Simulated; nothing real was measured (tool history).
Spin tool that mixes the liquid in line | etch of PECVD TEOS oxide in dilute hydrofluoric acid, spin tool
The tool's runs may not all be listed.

run,hour,temperature setpoint of the liquid (C),parts of water to one part of 49 % hydrofluoric acid (parts by volume),time under the liquid (s),thickness taken off the PECVD TEOS oxide on a monitor wafer (nm)
1,0,22,100,60,10.536
2,1.1,22,100,40,7.075
3,8.6,22,85,40,8.4243
4,15.4,21,95,40,7.243
5,22.1,21,110,40,6.1097
6,23.7,21,110,60,9.1534

Run 7 comes next. What will it give?
7,30.6,21,110,60,?

thickness taken off the PECVD TEOS oxide on a monitor wafer (nm): 9.1915
